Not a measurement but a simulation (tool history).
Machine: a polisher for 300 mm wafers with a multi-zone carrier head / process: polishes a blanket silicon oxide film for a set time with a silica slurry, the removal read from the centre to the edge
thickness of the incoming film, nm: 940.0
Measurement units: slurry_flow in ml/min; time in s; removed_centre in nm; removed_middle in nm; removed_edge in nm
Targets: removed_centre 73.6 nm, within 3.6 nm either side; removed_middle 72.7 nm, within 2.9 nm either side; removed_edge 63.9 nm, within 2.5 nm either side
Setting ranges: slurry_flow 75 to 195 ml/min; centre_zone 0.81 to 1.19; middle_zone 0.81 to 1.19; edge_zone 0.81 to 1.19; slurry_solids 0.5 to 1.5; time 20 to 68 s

| run | hour | slurry_flow | centre_zone | middle_zone | edge_zone | slurry_solids | time | removed_centre | removed_middle | removed_edge |
|---|---|---|---|---|---|---|---|---|---|---|
| 1 | 0 | 125 | 1 | 1 | 1 | 1 | 44 | 107.8 | 106.04 | 106.98 |
| 2 | 4.4 | 125 | 1 | 1.07 | 1 | 1 | 44 | 107.32 | 111.87 | 106.54 |
| 3 | 5.8 | 125 | 1.01 | 1.07 | 0.98 | 0.9 | 43 | 101.59 | 102.61 | 96.847 |
| 4 | 10.1 | 125 | 1.01 | 1.07 | 0.96 | 0.85 | 42 | 92.626 | 96.96 | 90.846 |
| 5 | 12.1 | 125 | 1.03 | 1.07 | 0.94 | 0.8 | 42 | 88.982 | 92.413 | 86.459 |
| 6 | 20.3 | 125 | 1.06 | 1.08 | 0.92 | 0.75 | 42 | 89.484 | 88.776 | 80.888 |
| 7 | 23.8 | 120 | 1.06 | 1.08 | 0.9 | 0.7 | 42 | 83.373 | 83.98 | 74.482 |
| 8 | 30.3 | 115 | 1.06 | 1.07 | 0.89 | 0.7 | 42 | 82.826 | 81.048 | 73.655 |
| 9 | 37.9 | 110 | 1.06 | 1.07 | 0.88 | 0.7 | 42 | 79.265 | 80.901 | 72.723 |
| 10 | 46 | 95 | 1.13 | 1.05 | 0.81 | 0.5 | 42 | 57.555 | 53.683 | 49.515 |
| 11 | 53.7 | 105 | 1.11 | 1.05 | 0.81 | 0.5 | 42 | 58.949 | 55.333 | 49.962 |
| 12 | 56.1 | 140 | 1.07 | 1.13 | 0.91 | 0.7 | 42 | 87.645 | 88.606 | 77.963 |
| 13 | 61.8 | 130 | 1.07 | 1.12 | 0.9 | 0.7 | 42 | 85.97 | 87.275 | 75.993 |
| 14 | 63.2 | 125 | 1.07 | 1.11 | 0.89 | 0.7 | 42 | 85.431 | 84.991 | 75.413 |
| 15 | 65.5 | 125 | 1.07 | 1.11 | 0.89 | 0.7 | 42 | 86.387 | 86.582 | 75.931 |
| 16 | 67.1 | 120 | 1.07 | 1.1 | 0.88 | 0.7 | 42 | 85.315 | 87.254 | 74.653 |
| 17 | 75.1 | 115 | 1.07 | 1.09 | 0.88 | 0.7 | 42 | 83.254 | 84.187 | 74.132 |
| 18 | 79.9 | 95 | 1.09 | 1.08 | 0.81 | 0.5 | 41 | 54.151 | 53.815 | 47.86 |
| 19 | 81.9 | 105 | 1.08 | 1.08 | 0.82 | 0.5 | 41 | 55.247 | 56.101 | 49.291 |
| 20 | 85.4 | 140 | 1.14 | 1.08 | 0.92 | 0.65 | 41 | 83.63 | 78.857 | 71.749 |

5 candidate next runs follow, results not yet known. Just one meets every target within its allowed miss. Identify it.
| A | 88.9 | 130 | 1.09 | 1.09 | 0.88 | 0.55 | 45 | ? | ? | ? |
| B | 88.9 | 165 | 1.19 | 1.02 | 0.83 | 0.75 | 35 | ? | ? | ? |
| C | 88.9 | 130 | 0.86 | 0.97 | 1.19 | 0.55 | 51 | ? | ? | ? |
| D | 88.9 | 115 | 0.9 | 1.13 | 1.08 | 0.6 | 46 | ? | ? | ? |
| E | 88.9 | 125 | 0.85 | 1.13 | 1.06 | 0.65 | 44 | ? | ? | ? |

| move | removed_centre | removed_middle | removed_edge |
|---|---|---|---|
| A | 71.88 | 73.412 | 64.184 |
| B | 84.691 | 75.344 | 67.034 |
| C | 66.751 | 75.409 | 84.438 |
| D | 66.063 | 82.112 | 77.396 |
| E | 66.631 | 86.565 | 80.282 |
A: in spec on every target
B: just as far off the targets as the last run
C: the biggest miss grows against the last run
D: the biggest miss grows against the last run
E: the biggest miss grows against the last run
Move A is the one to make.

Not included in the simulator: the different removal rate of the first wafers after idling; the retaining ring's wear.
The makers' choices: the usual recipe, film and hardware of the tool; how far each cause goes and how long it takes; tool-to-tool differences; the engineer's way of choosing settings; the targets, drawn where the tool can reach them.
